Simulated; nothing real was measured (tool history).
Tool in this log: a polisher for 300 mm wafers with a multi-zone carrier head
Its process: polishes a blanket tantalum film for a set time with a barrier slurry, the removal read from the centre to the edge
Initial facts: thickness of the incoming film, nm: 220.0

run  hour  flow of slurry (ml/min)  pressure of the head's centre zone  pressure of the head's middle zone  pressure of the head's edge zone  abrasive content of the slurry  polishing time (s)  film removed at the wafer's centre (Å)  film removed at mid-radius (Å)  film removed at the wafer's edge (Å)
  1   0.0                      165                                1.00                                1.00                              1.00                            1.00                  30                                  394.12                          409.53                                384.85
  2   3.7                      165                                1.00                                1.00                              0.98                            0.95                  29                                  383.98                          395.25                                361.00
  3  11.3                      165                                1.00                                1.00                              0.98                            0.75                  29                                  362.90                          372.09                                337.40
  4  13.5                      165                                0.99                                1.00                              0.97                            0.70                  28                                  337.20                          346.80                                325.36
  5  21.5                      165                                0.99                                1.00                              0.97                            0.85                  28                                  357.42                          372.74                                334.23
  6  23.2                      165                                0.99                                1.00                              0.94                            0.85                  28                                  353.51                          369.99                                334.20
  7  25.6                      165                                0.99                                1.01                              0.93                            0.80                  27                                  335.62                          353.99                                316.06
  8  29.8                      165                                0.99                                1.01                              0.92                            0.75                  27                                  330.32                          343.37                                308.47
  9  38.6                      165                                0.99                                1.02                              0.91                            0.70                  27                                  323.07                          345.59                                302.54
 10  42.1                      165                                0.99                                1.02                              0.90                            0.70                  27                                  324.43                          341.36                                297.92

Expected results for the next run?
 11  50.8                      160                                0.98                                1.02                              0.89                            0.70                  27                                       ?                               ?                                     ?

Run 11 measured film removed at the wafer's centre (Å) 315.61, film removed at mid-radius (Å) 332.88, film removed at the wafer's edge (Å) 297.91.

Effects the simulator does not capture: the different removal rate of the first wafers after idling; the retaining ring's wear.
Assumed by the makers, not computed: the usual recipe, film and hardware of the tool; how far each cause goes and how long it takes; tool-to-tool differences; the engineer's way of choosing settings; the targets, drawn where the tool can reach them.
